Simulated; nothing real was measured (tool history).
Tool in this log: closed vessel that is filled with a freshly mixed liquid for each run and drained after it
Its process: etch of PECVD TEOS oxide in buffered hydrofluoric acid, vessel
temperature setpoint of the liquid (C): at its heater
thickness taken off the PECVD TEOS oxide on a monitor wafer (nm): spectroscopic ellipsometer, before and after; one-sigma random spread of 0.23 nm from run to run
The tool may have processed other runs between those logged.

| run | hour | temperature setpoint of the liquid (C) | parts of 40 % ammonium fluoride to one part of 49 % hydrofluoric acid (parts by volume) | time in the liquid (s) | thickness taken off the PECVD TEOS oxide on a monitor wafer (nm) |
|---|---|---|---|---|---|
| 1 | 0 | 25 | 7.5 | 30 | 56.575 |
| 2 | 7.3 | 25 | 7.5 | 30 | 56.715 |
| 3 | 15.7 | 25 | 7.5 | 30 | 57.698 |
| 4 | 18.9 | 25 | 8.5 | 30 | 49.341 |
| 5 | 24.8 | 24 | 8.5 | 30 | 46.349 |
| 6 | 27.7 | 22 | 8.5 | 30 | 42.44 |
| 7 | 35.2 | 21.5 | 8.5 | 30 | 40.871 |
| 8 | 39.2 | 21 | 8.5 | 30 | 40.251 |

Estimate the outcome of run 9 from the log above:
| 9 | 43.8 | 20.5 | 8.5 | 30 | ? |

{"run 9": {"thickness taken off the PECVD TEOS oxide on a monitor wafer (nm)": 38.575}}

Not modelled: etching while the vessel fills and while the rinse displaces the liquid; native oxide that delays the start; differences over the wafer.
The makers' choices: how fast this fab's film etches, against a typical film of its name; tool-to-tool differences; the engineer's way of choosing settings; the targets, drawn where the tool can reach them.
